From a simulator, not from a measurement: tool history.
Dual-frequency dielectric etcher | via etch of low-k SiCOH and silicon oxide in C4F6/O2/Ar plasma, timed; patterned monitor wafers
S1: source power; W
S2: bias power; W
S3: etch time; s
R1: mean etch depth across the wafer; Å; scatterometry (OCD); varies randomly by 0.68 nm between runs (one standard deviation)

| run | hour | S1 | S2 | S3 | R1 |
|---|---|---|---|---|---|
| 1 | 0 | 460 | 232 | 65.5 | 2047.8 |
| 2 | 5.5 | 490 | 232 | 65.5 | 2083.3 |
| 3 | 10.2 | 520 | 232 | 65.5 | 2125.9 |
| 4 | 15.9 | 460 | 216 | 65.5 | 2014.8 |
| 5 | 22.6 | 460 | 216 | 65.5 | 2001.9 |
| 6 | 24 | 460 | 216 | 68.5 | 2075.8 |

What will run 7 give?
| 7 | 30.4 | 360 | 172 | 67.5 | ? |

Run 7 measured R1 1748.9 Å.
